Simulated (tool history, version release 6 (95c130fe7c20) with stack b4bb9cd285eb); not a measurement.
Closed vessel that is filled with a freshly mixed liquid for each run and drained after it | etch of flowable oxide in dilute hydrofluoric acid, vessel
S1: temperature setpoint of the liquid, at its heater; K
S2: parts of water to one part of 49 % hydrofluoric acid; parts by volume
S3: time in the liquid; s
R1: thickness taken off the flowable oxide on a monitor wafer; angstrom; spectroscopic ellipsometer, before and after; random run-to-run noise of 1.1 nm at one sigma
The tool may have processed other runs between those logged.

run	day	S1	S2	S3	R1
1	0	294.15	55	90	574.56
2	0.083	294.15	55	90	577.09
3	0.3	290.65	55	90	492.96
4	0.629	290.65	70	90	387.67
5	0.742	292.65	70	90	423.03
6	1.017	292.65	70	90	417.3
7	1.071	294.65	60	90	530.07
8	1.183	294.65	60	90	539.41
9	1.538	296.15	55	90	634.4
10	1.696	296.15	55	90	624.18
11	1.908	300.15	30	95	1478.6
12	2.233	300.65	30	95	1518.9
13	2.312	301.15	30	95	1546.2
14	2.354	301.65	30	95	1554.9
15	2.717	302.15	25	95	1918.7

The next listed run, before its measurement:
16	2.804	302.15	25	95	?

{"run 16": {"R1": 1948.5}}
